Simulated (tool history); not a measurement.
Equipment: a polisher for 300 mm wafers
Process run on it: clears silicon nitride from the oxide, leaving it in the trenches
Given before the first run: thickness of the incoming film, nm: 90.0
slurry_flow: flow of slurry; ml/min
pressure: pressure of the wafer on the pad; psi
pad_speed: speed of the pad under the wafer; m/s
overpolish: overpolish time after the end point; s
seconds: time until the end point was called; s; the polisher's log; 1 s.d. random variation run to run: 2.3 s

| run | hour | slurry_flow | pressure | pad_speed | overpolish | seconds |
|---|---|---|---|---|---|---|
| 1 | 0.0 | 145 | 2.1 | 1.04 | 29 | 112.87 |
| 2 | 4.9 | 145 | 1.9 | 1.02 | 29 | 126.43 |
| 3 | 8.5 | 145 | 1.8 | 1.00 | 29 | 135.15 |
| 4 | 13.6 | 145 | 1.7 | 0.98 | 29 | 143.40 |
| 5 | 19.9 | 145 | 1.7 | 1.08 | 29 | 130.43 |
| 6 | 22.1 | 140 | 1.6 | 1.04 | 29 | 146.32 |
| 7 | 25.3 | 135 | 1.5 | 1.04 | 29 | 153.49 |
| 8 | 33.6 | 130 | 1.4 | 1.02 | 29 | 168.59 |

Estimate the outcome of run 9 from the log above:
| 9 | 37.3 | 125 | 1.3 | 1.02 | 29 | ? |

Run 9 gave seconds 187.32 s.

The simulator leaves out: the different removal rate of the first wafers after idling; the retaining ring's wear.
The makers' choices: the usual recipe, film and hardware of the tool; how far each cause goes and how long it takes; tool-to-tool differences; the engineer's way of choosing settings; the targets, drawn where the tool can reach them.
